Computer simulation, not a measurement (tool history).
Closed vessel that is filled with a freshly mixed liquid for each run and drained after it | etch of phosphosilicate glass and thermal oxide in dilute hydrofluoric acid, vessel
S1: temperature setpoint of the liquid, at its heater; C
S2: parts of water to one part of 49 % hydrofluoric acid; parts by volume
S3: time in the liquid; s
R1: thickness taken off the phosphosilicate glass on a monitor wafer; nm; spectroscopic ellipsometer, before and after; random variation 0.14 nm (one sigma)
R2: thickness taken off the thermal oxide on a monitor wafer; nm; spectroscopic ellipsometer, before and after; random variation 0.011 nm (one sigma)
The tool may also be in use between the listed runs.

{"run": 1, "day": 0.0, "S1": 25, "S2": 100, "S3": 60, "R1": 94.239, "R2": 3.034}
{"run": 2, "day": 0.167, "S1": 22.5, "S2": 100, "S3": 60, "R1": 85.817, "R2": 2.7173}
{"run": 3, "day": 0.258, "S1": 21, "S2": 125, "S3": 60, "R1": 62.587, "R2": 2.0114}
{"run": 4, "day": 0.496, "S1": 18, "S2": 125, "S3": 60, "R1": 55.47, "R2": 1.8106}
{"run": 5, "day": 0.738, "S1": 19.5, "S2": 125, "S3": 60, "R1": 59.042, "R2": 1.8882}
{"run": 6, "day": 0.833, "S1": 18.5, "S2": 145, "S3": 60, "R1": 47.637, "R2": 1.5251}
{"run": 7, "day": 1.192, "S1": 18, "S2": 155, "S3": 60, "R1": 43.153, "R2": 1.3856}
{"run": 8, "day": 1.308, "S1": 17.5, "S2": 165, "S3": 60, "R1": 39.303, "R2": 1.2739}

Run 9 is up next; what results do you expect?
{"run": 9, "day": 1.371, "S1": 17.5, "S2": 170, "S3": 55, "R1": "?", "R2": "?"}

{"run 9": {"R1": 34.761, "R2": 1.1091}}
